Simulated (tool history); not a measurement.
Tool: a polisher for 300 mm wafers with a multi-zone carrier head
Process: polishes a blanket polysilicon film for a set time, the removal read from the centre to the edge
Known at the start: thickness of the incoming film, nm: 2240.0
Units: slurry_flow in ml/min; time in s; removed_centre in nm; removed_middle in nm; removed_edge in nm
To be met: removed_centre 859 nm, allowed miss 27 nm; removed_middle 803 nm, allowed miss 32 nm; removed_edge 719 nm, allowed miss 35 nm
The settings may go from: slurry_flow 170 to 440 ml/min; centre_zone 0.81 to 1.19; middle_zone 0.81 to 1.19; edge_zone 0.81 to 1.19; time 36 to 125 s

{"run": 1, "hour": 0.0, "slurry_flow": 280, "centre_zone": 1, "middle_zone": 1, "edge_zone": 1, "time": 80, "removed_centre": 523.71, "removed_middle": 525.76, "removed_edge": 526.33}
{"run": 2, "hour": 2.4, "slurry_flow": 285, "centre_zone": 1.03, "middle_zone": 1.02, "edge_zone": 1.01, "time": 83, "removed_centre": 561.1, "removed_middle": 569.55, "removed_edge": 536.95}
{"run": 3, "hour": 7.1, "slurry_flow": 285, "centre_zone": 1.05, "middle_zone": 1.02, "edge_zone": 1.02, "time": 87, "removed_centre": 599.27, "removed_middle": 588.94, "removed_edge": 554.92}
{"run": 4, "hour": 15.0, "slurry_flow": 285, "centre_zone": 1.05, "middle_zone": 1.02, "edge_zone": 0.97, "time": 87, "removed_centre": 603.82, "removed_middle": 575.6, "removed_edge": 558.5}
{"run": 5, "hour": 21.8, "slurry_flow": 290, "centre_zone": 1.06, "middle_zone": 1.03, "edge_zone": 0.98, "time": 90, "removed_centre": 632.87, "removed_middle": 610.93, "removed_edge": 589.81}
{"run": 6, "hour": 28.7, "slurry_flow": 290, "centre_zone": 1.06, "middle_zone": 1.03, "edge_zone": 0.98, "time": 98, "removed_centre": 681.02, "removed_middle": 658.76, "removed_edge": 649.28}
{"run": 7, "hour": 36.4, "slurry_flow": 295, "centre_zone": 1.08, "middle_zone": 1.04, "edge_zone": 0.98, "time": 99, "removed_centre": 705.25, "removed_middle": 674.15, "removed_edge": 633.13}
{"run": 8, "hour": 37.4, "slurry_flow": 295, "centre_zone": 1.09, "middle_zone": 1.04, "edge_zone": 0.98, "time": 101, "removed_centre": 725.29, "removed_middle": 695.4, "removed_edge": 652.64}
{"run": 9, "hour": 41.6, "slurry_flow": 295, "centre_zone": 1.1, "middle_zone": 1.04, "edge_zone": 0.98, "time": 102, "removed_centre": 734.99, "removed_middle": 712.67, "removed_edge": 655.49}
{"run": 10, "hour": 43.2, "slurry_flow": 300, "centre_zone": 1.11, "middle_zone": 1.04, "edge_zone": 0.98, "time": 103, "removed_centre": 765.71, "removed_middle": 716.42, "removed_edge": 663.48}
{"run": 11, "hour": 48.3, "slurry_flow": 340, "centre_zone": 1.16, "middle_zone": 1.13, "edge_zone": 1.05, "time": 107, "removed_centre": 823.64, "removed_middle": 800.94, "removed_edge": 720.69}

4 next moves are on the table. One of them brings every result within its allowed miss. Which?
{"run": "A", "hour": 53.4, "slurry_flow": 355, "centre_zone": 1.15, "middle_zone": 1.08, "edge_zone": 0.86, "time": 104, "removed_centre": "?", "removed_middle": "?", "removed_edge": "?"}
{"run": "B", "hour": 53.4, "slurry_flow": 300, "centre_zone": 1.19, "middle_zone": 1.13, "edge_zone": 1.05, "time": 109, "removed_centre": "?", "removed_middle": "?", "removed_edge": "?"}
{"run": "C", "hour": 53.4, "slurry_flow": 325, "centre_zone": 1.12, "middle_zone": 1.04, "edge_zone": 1.13, "time": 115, "removed_centre": "?", "removed_middle": "?", "removed_edge": "?"}
{"run": "D", "hour": 53.4, "slurry_flow": 335, "centre_zone": 1.12, "middle_zone": 0.97, "edge_zone": 1.13, "time": 114, "removed_centre": "?", "removed_middle": "?", "removed_edge": "?"}

move=A removed_centre=800.76 removed_middle=763.83 removed_edge=652.52
move=B removed_centre=853.66 removed_middle=818.65 removed_edge=721.01
move=C removed_centre=854.35 removed_middle=811.27 removed_edge=786.79
move=D removed_centre=849.18 removed_middle=760.4 removed_edge=782.38
A: further off than the last run
B: meets every target
C: brings the result that was furthest off to its target, and leaves another outside
D: brings the result that was furthest off to its target, and leaves another outside
Answer: B
